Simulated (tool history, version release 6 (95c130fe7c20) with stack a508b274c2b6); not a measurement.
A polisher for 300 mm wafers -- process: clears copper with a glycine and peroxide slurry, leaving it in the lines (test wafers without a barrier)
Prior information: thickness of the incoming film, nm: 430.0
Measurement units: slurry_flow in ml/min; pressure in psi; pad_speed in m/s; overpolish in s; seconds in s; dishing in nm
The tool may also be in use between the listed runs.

run  hour  slurry_flow  pressure  pad_speed  overpolish  seconds  dishing
  1   0.0          210       3.0       0.90          30   85.979   69.816
  2   4.8          210       2.8       0.88          33   88.905   69.837
  3  13.2          210       2.6       0.84          37  102.010   71.475
  4  17.4          210       2.5       0.84          38  104.520   73.399
  5  23.7          210       2.4       0.84          39  105.860   70.485
  6  27.5          210       2.4       0.66          39  126.270   66.369

Forecast run 7:
  7  28.7          210       2.4       0.66          40        ?        ?

seconds: 127.260 s
dishing: 67.706 nm

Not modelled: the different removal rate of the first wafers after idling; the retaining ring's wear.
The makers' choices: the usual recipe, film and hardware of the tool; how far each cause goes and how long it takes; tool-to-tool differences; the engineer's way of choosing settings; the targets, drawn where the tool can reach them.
